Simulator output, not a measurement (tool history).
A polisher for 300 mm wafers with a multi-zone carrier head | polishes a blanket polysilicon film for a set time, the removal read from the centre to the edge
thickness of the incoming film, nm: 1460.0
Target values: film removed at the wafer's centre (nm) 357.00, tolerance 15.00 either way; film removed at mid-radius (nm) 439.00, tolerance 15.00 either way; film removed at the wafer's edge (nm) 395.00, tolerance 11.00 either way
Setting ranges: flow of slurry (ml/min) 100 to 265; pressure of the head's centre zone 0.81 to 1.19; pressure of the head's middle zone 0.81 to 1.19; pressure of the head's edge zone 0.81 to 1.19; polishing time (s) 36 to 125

| run | day | flow of slurry (ml/min) | pressure of the head's centre zone | pressure of the head's middle zone | pressure of the head's edge zone | polishing time (s) | film removed at the wafer's centre (nm) | film removed at mid-radius (nm) | film removed at the wafer's edge (nm) |
|---|---|---|---|---|---|---|---|---|---|
| 1 | 0.000 | 170 | 1.00 | 1.00 | 1.00 | 80 | 310.40 | 310.43 | 314.56 |
| 2 | 0.367 | 205 | 1.00 | 1.00 | 1.00 | 80 | 322.33 | 321.37 | 314.82 |
| 3 | 0.458 | 205 | 0.99 | 1.03 | 1.02 | 83 | 321.03 | 339.60 | 335.07 |
| 4 | 0.517 | 210 | 1.00 | 1.06 | 1.03 | 85 | 343.96 | 359.53 | 348.12 |
| 5 | 0.625 | 210 | 1.07 | 1.06 | 1.03 | 85 | 370.99 | 356.70 | 345.57 |
| 6 | 0.717 | 210 | 1.07 | 1.11 | 1.03 | 85 | 365.81 | 373.85 | 344.77 |
| 7 | 0.967 | 215 | 1.05 | 1.13 | 1.05 | 86 | 367.74 | 383.45 | 354.27 |
| 8 | 1.175 | 220 | 1.03 | 1.14 | 1.06 | 87 | 369.32 | 393.01 | 364.30 |
| 9 | 1.283 | 225 | 1.01 | 1.15 | 1.06 | 88 | 356.88 | 400.37 | 369.01 |
| 10 | 1.600 | 230 | 1.00 | 1.16 | 1.06 | 89 | 368.66 | 409.56 | 369.51 |

Consider the 4 candidate settings below. Which is the only one whose results all fall within their allowed miss of target?
| A | 1.917 | 225 | 1.05 | 1.10 | 1.09 | 93 | ? | ? | ? |
| B | 1.917 | 215 | 0.94 | 1.19 | 1.10 | 94 | ? | ? | ? |
| C | 1.917 | 185 | 1.00 | 1.02 | 1.12 | 102 | ? | ? | ? |
| D | 1.917 | 185 | 0.97 | 1.12 | 1.17 | 93 | ? | ? | ? |

| move | film removed at the wafer's centre (nm) | film removed at mid-radius (nm) | film removed at the wafer's edge (nm) |
|---|---|---|---|
| A | 393.60 | 411.10 | 395.28 |
| B | 353.67 | 442.18 | 399.07 |
| C | 398.00 | 411.08 | 430.85 |
| D | 352.16 | 405.96 | 401.24 |
A: brings the last run's worst result on target, with another outside its allowed miss
B: in spec on every target
C: carries the result that was furthest off beyond its target, to the other side
D: brings the last run's worst result on target, with another outside its allowed miss
B is the move that brings every result within its allowed miss.
